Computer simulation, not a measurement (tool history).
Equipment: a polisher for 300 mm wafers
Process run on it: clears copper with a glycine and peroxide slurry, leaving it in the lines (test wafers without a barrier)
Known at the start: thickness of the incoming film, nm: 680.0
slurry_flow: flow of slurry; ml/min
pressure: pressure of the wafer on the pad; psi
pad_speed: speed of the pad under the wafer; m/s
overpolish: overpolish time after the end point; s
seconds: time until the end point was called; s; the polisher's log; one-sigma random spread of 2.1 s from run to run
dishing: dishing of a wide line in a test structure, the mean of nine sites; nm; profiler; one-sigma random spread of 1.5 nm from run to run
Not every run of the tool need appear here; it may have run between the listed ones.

run	hour	slurry_flow	pressure	pad_speed	overpolish	seconds	dishing
1	0	215	2.6	1.18	22	133.13	68.503
2	6.9	215	3	1.18	22	116.95	73.952
3	8.9	215	3	1.18	27	114.46	87.116
4	14.7	215	3	1.18	23	113.13	77.452
5	23.1	215	2.9	1.18	26	119.24	81.978
6	28.1	215	2.9	1.18	21	122.08	70.324

For run 7, what comes out?
7	36.8	215	2.7	1.18	25	?	?

{"run 7": {"seconds": 124.76, "dishing": 77.255}}
